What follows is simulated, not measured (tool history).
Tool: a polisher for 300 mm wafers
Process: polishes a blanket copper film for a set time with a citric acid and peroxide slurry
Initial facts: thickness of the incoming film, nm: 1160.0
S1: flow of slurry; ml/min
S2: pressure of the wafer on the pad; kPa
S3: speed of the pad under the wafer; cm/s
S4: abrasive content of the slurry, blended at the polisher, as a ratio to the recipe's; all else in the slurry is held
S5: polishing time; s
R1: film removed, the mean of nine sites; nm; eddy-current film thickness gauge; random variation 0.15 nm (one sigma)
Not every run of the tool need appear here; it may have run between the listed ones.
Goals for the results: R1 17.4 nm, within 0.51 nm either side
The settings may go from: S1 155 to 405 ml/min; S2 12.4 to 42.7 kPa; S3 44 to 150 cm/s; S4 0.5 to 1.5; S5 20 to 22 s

run  hour   S1    S2  S3    S4  S5      R1
  1     0  260  27.6  96     1  22  63.694
  2   8.8  210  27.6  96     1  22  62.425
  3  11.2  210  34.5  96     1  22   77.23
  4  19.9  210  34.5  76     1  22  64.102
  5  22.6  210  34.5  76     1  22  63.658
  6  27.7  205  31.7  72  0.95  22  54.557
  7  30.3  155  24.1  44   0.7  20  22.387
  8  33.9  155  23.4  44   0.7  20  22.193
  9  37.7  155  22.8  44   0.7  20  21.386
 10  38.4  155  22.1  44   0.7  20  20.991
 11  40.1  155  21.4  44   0.7  20  19.795
 12    47  155    20  44   0.7  20  19.079

Exactly one of the 5 candidate moves below puts every result within its allowed miss. Which one?
  A  53.9  160    20  48  0.65  21   ?
  B  53.9  175  13.1  56   0.7  22   ?
  C  53.9  215  17.2  48   0.8  22   ?
  D  53.9  160    20  50  0.65  22   ?
  E  53.9  155  18.6  54   0.5  22   ?

move      R1
   A  20.671
   B  17.083
   C  20.798
   D   22.36
   E  20.163
A: misses by more than the last run did
B: meets every target
C: misses by more than the last run did
D: misses by more than the last run did
E: misses by more than the last run did
Go with B: it meets all targets.
